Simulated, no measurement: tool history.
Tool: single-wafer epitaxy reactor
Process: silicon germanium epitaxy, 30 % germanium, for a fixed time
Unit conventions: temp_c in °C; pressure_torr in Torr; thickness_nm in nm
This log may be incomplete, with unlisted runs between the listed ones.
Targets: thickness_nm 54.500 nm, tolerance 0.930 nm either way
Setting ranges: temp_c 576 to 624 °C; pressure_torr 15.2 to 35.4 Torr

run 1 hour=0.0 | temp_c=600 pressure_torr=25.3 | thickness_nm=78.194
run 2 hour=8.6 | temp_c=609 pressure_torr=25.3 | thickness_nm=90.454
run 3 hour=15.9 | temp_c=609 pressure_torr=22.2 | thickness_nm=85.609
run 4 hour=17.5 | temp_c=609 pressure_torr=17.8 | thickness_nm=78.214
run 5 hour=25.3 | temp_c=609 pressure_torr=20.3 | thickness_nm=82.375
run 6 hour=27.8 | temp_c=604 pressure_torr=20.2 | thickness_nm=76.347
run 7 hour=35.2 | temp_c=599 pressure_torr=20.1 | thickness_nm=70.139
run 8 hour=38.5 | temp_c=595 pressure_torr=20.0 | thickness_nm=65.439
run 9 hour=43.3 | temp_c=592 pressure_torr=20.0 | thickness_nm=62.877
run 10 hour=45.5 | temp_c=590 pressure_torr=20.0 | thickness_nm=60.632
-- hour=53.7 pyrometer calibrated
run 11 hour=53.7 | temp_c=583 pressure_torr=19.9 | thickness_nm=50.994
run 12 hour=57.6 | temp_c=584 pressure_torr=19.9 | thickness_nm=51.647
run 13 hour=66.2 | temp_c=585 pressure_torr=19.9 | thickness_nm=52.437
run 14 hour=68.2 | temp_c=586 pressure_torr=19.9 | thickness_nm=53.216

Next run, 4 choices. One meets every target within its allowed miss, the rest don't. Which?
run A hour=70.2 | temp_c=588 pressure_torr=21.7 | thickness_nm=?
run B hour=70.2 | temp_c=588 pressure_torr=17.9 | thickness_nm=?
run C hour=70.2 | temp_c=587 pressure_torr=20.1 | thickness_nm=?
run D hour=70.2 | temp_c=589 pressure_torr=20.6 | thickness_nm=?

move=A thickness_nm=57.222
move=B thickness_nm=52.765
move=C thickness_nm=54.505
move=D thickness_nm=56.915
A: takes the biggest miss from the last run beyond its target
B: further off than the last run
C: every result within its allowed miss
D: takes the biggest miss from the last run beyond its target
C is the move that brings every result within its allowed miss.
